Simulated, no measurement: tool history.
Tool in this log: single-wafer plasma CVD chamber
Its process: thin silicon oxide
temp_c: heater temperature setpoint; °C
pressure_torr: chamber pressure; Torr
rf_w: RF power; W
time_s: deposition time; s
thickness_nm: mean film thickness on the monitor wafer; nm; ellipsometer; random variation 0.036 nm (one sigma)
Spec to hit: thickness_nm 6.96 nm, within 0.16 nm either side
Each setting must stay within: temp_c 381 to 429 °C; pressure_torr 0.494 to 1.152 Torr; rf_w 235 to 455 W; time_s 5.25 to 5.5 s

run  hour  temp_c  pressure_torr  rf_w  time_s  thickness_nm
  1     0     405          0.823   345     5.5        10.616
  2   7.5     405          0.823   330     5.5        10.293
  3   9.3     405          0.759   325    5.49        9.4208
  4    13     405          0.759   280    5.49        8.5768
     17.3  -- capacitance manometer re-zeroed and calibrated
  5  17.3     405          0.725   280    5.49        8.4461
  6  18.5     405          0.725   280     5.5        8.4801
  7  24.9     405          0.688   280     5.5         8.154
  8  27.1     405          0.657   280     5.5         7.745
  9  33.5     405           0.64   280     5.5        7.5279
 10  40.2     405          0.628   280     5.5        7.3476
 11  41.4     405           0.62   280     5.5        7.3248
 12    49     405          0.612   280     5.5        7.2678

Pick the move, out of 5, that brings all results within their allowed miss; only one does.
  A  56.6     417           0.62   265     5.5             ?
  B  56.6     406          0.572   345    5.28             ?
  C  56.6     411           0.59   265    5.47             ?
  D  56.6     420          0.649   285     5.5             ?
  E  56.6     401          0.684   255    5.39             ?

move  thickness_nm
   A        6.9302
   B        7.2302
   C        6.5771
   D        7.6121
   E        7.4015
A: every result lands within tolerance
B: an improvement on the last run, though not all results are within tolerance
C: carries the result that was furthest off beyond its target, to the other side
D: lands further from the targets than the last run did
E: lands further from the targets than the last run did
Go with A: it meets all targets.

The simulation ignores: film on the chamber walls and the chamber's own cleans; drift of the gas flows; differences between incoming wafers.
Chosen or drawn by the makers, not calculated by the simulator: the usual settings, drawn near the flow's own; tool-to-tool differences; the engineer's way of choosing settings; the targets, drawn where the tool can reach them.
